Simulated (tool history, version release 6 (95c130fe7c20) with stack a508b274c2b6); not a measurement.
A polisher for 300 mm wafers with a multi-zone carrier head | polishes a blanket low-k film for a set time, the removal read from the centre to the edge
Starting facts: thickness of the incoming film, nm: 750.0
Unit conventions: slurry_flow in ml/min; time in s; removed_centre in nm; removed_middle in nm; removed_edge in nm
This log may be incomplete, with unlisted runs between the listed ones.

Run 1, hour 0: slurry_flow 135 ml/min, centre_zone 1, middle_zone 1, edge_zone 1, slurry_solids 1, time 73 s. Result: removed_centre 56.531 nm, removed_middle 54.601 nm, removed_edge 54.514 nm.
Run 2, hour 4.1: slurry_flow 135 ml/min, centre_zone 1, middle_zone 1, edge_zone 1, slurry_solids 0.85, time 73 s. Result: removed_centre 50.861 nm, removed_middle 49.379 nm, removed_edge 50.867 nm.
Run 3, hour 9.4: slurry_flow 135 ml/min, centre_zone 1, middle_zone 1, edge_zone 0.92, slurry_solids 0.85, time 73 s. Result: removed_centre 51.299 nm, removed_middle 49.924 nm, removed_edge 48.712 nm.
Run 4, hour 13.1: slurry_flow 110 ml/min, centre_zone 1, middle_zone 1, edge_zone 0.92, slurry_solids 0.85, time 73 s. Result: removed_centre 48.064 nm, removed_middle 46.603 nm, removed_edge 46.375 nm.
Run 5, hour 17.4: slurry_flow 110 ml/min, centre_zone 1.08, middle_zone 1, edge_zone 0.92, slurry_solids 0.85, time 73 s. Result: removed_centre 51.678 nm, removed_middle 47.061 nm, removed_edge 46.633 nm.
Run 6, hour 25.4: slurry_flow 110 ml/min, centre_zone 1.08, middle_zone 1, edge_zone 0.97, slurry_solids 0.85, time 73 s. Result: removed_centre 51.714 nm, removed_middle 47.004 nm, removed_edge 47.392 nm.
Run 7, hour 29.2: slurry_flow 130 ml/min, centre_zone 1.07, middle_zone 1.04, edge_zone 0.99, slurry_solids 0.9, time 73 s. Result: removed_centre 56.629 nm, removed_middle 52.328 nm, removed_edge 51.319 nm.
Run 8, hour 35: slurry_flow 145 ml/min, centre_zone 1.04, middle_zone 1.07, edge_zone 0.99, slurry_solids 0.95, time 73 s. Result: removed_centre 58.7 nm, removed_middle 56.113 nm, removed_edge 53.575 nm.
Run 9, hour 37.8: slurry_flow 155 ml/min, centre_zone 1.01, middle_zone 1.1, edge_zone 0.99, slurry_solids 1, time 73 s. Result: removed_centre 57.68 nm, removed_middle 60.084 nm, removed_edge 54.511 nm.
Run 10, hour 42.9: slurry_flow 165 ml/min, centre_zone 1.01, middle_zone 1.12, edge_zone 1.01, slurry_solids 1.05, time 73 s. Result: removed_centre 61.024 nm, removed_middle 62.588 nm, removed_edge 56.964 nm.
Run 11, hour 46.9: slurry_flow 170 ml/min, centre_zone 1, middle_zone 1.14, edge_zone 1.01, slurry_solids 1.1, time 73 s. Result: removed_centre 60.999 nm, removed_middle 65.755 nm, removed_edge 58.753 nm.
Run 12, hour 52.5: slurry_flow 175 ml/min, centre_zone 1, middle_zone 1.15, edge_zone 1.01, slurry_solids 1.1, time 73 s. Result: removed_centre 62.016 nm, removed_middle 67.263 nm, removed_edge 59.335 nm.
Run 13, hour 59.1: slurry_flow 180 ml/min, centre_zone 1, middle_zone 1.16, edge_zone 1.01, slurry_solids 1.1, time 73 s. Result: removed_centre 61.783 nm, removed_middle 67.51 nm, removed_edge 59.249 nm.
Run 14, hour 63.3: slurry_flow 185 ml/min, centre_zone 1, middle_zone 1.17, edge_zone 1.01, slurry_solids 1.1, time 73 s. Result: removed_centre 62.434 nm, removed_middle 68.003 nm, removed_edge 59.345 nm.
Run 15, hour 68.6: slurry_flow 185 ml/min, centre_zone 1, middle_zone 1.17, edge_zone 1.01, slurry_solids 1.15, time 73 s. Result: removed_centre 63.995 nm, removed_middle 69.438 nm, removed_edge 60.961 nm.
Run 16, hour 76.4: slurry_flow 185 ml/min, centre_zone 1, middle_zone 1.17, edge_zone 1, slurry_solids 1.15, time 73 s. Result: removed_centre 63.095 nm, removed_middle 69.511 nm, removed_edge 60.804 nm.
Run 17, hour 83.2: slurry_flow 185 ml/min, centre_zone 1.01, middle_zone 1.17, edge_zone 0.98, slurry_solids 1.15, time 73 s. Result: removed_centre 63.246 nm, removed_middle 69.404 nm, removed_edge 59.57 nm.
Run 18, hour 88.7: slurry_flow 190 ml/min, centre_zone 1.01, middle_zone 1.17, edge_zone 0.98, slurry_solids 1.15, time 73 s. Result: removed_centre 64.717 nm, removed_middle 69.089 nm, removed_edge 59.778 nm.

Run 19 is up next; what results do you expect?
Run 19, hour 97.5: slurry_flow 190 ml/min, centre_zone 1, middle_zone 1.18, edge_zone 0.98, slurry_solids 1.2, time 73 s. Result: removed_centre ?, removed_middle ?, removed_edge ?.

{"run 19": {"removed_centre": 64.896, "removed_middle": 71.501, "removed_edge": 62.001}}
